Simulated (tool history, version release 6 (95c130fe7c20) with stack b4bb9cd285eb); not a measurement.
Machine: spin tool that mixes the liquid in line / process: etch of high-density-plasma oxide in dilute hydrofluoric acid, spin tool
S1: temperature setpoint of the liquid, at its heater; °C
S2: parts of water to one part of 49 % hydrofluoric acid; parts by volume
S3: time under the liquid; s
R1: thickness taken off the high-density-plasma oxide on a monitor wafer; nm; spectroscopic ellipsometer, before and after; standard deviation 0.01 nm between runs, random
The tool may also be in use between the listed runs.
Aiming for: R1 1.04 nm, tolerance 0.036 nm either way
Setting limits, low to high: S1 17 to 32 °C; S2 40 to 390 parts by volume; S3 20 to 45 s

Run 1, hour 0: S1 24 °C, S2 215 parts by volume, S3 45 s. Result: R1 1.5792 nm.
Run 2, hour 6.4: S1 24 °C, S2 140 parts by volume, S3 45 s. Result: R1 2.6251 nm.
Run 3, hour 14: S1 22 °C, S2 175 parts by volume, S3 45 s. Result: R1 1.9076 nm.
Run 4, hour 17: S1 20.5 °C, S2 195 parts by volume, S3 45 s. Result: R1 1.5529 nm.
Run 5, hour 25.3: S1 20.5 °C, S2 195 parts by volume, S3 20 s. Result: R1 0.69376 nm.
Run 6, hour 29.2: S1 20.5 °C, S2 230 parts by volume, S3 20 s. Result: R1 0.56938 nm.
Run 7, hour 34.6: S1 22.5 °C, S2 230 parts by volume, S3 20 s. Result: R1 0.62095 nm.
Run 8, hour 35.2: S1 25 °C, S2 230 parts by volume, S3 20 s. Result: R1 0.66857 nm.

Next run, 5 choices. One meets every target within its allowed miss, the rest don't. Which?
Run A, hour 35.8: S1 25.5 °C, S2 245 parts by volume, S3 35 s. Result: R1 ?.
Run B, hour 35.8: S1 25.5 °C, S2 215 parts by volume, S3 30 s. Result: R1 ?.
Run C, hour 35.8: S1 24 °C, S2 245 parts by volume, S3 35 s. Result: R1 ?.
Run D, hour 35.8: S1 22.5 °C, S2 250 parts by volume, S3 35 s. Result: R1 ?.
Run E, hour 35.8: S1 22.5 °C, S2 265 parts by volume, S3 45 s. Result: R1 ?.

move       R1
   A   1.1111
   B   1.1208
   C   1.0533
   D  0.97281
   E   1.1627
A: carries the result that was furthest off beyond its target, to the other side
B: carries the result that was furthest off beyond its target, to the other side
C: in spec on every target
D: an improvement on the last run, though not all results are within tolerance
E: carries the result that was furthest off beyond its target, to the other side
Move C is the one to make.
